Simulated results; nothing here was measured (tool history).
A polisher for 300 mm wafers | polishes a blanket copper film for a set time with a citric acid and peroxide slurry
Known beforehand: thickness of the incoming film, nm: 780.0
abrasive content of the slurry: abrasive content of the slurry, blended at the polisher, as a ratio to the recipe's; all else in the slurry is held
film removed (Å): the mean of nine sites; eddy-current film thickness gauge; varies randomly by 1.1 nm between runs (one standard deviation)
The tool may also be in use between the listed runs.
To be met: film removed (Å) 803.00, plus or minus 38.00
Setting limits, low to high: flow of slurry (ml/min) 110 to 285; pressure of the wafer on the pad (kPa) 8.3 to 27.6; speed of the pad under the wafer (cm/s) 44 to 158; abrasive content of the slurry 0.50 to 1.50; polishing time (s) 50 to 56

run	day	flow of slurry (ml/min)	pressure of the wafer on the pad (kPa)	speed of the pad under the wafer (cm/s)	abrasive content of the slurry	polishing time (s)	film removed (Å)
1	0.000	180	17.9	100	1.00	56	1128.90
2	0.325	180	15.9	100	1.00	56	1043.90
3	0.504	180	13.1	100	1.00	56	870.53
4	0.546	180	13.1	100	1.00	56	843.32
5	0.629	180	16.5	100	1.00	56	1064.60
6	0.950	180	16.5	100	1.20	56	1103.80
7	1.242	180	15.2	100	1.20	56	1009.20
8	1.488	180	13.8	100	1.20	56	937.06
9	1.529	180	13.1	100	1.20	56	880.43

5 next moves are on the table. One of them brings every result within its allowed miss. Which?
A	1.571	180	16.5	88	1.15	52	?
B	1.571	170	17.2	80	1.20	56	?
C	1.571	140	12.4	130	1.30	56	?
D	1.571	235	11.0	128	1.30	56	?
E	1.571	155	17.9	72	1.00	55	?

move	film removed (Å)
A	896.90
B	915.48
C	1054.20
D	997.30
E	806.49
A: further off than the last run
B: further off than the last run
C: further off than the last run
D: further off than the last run
E: in spec on every target
So the answer is move E, the one that meets all the targets.
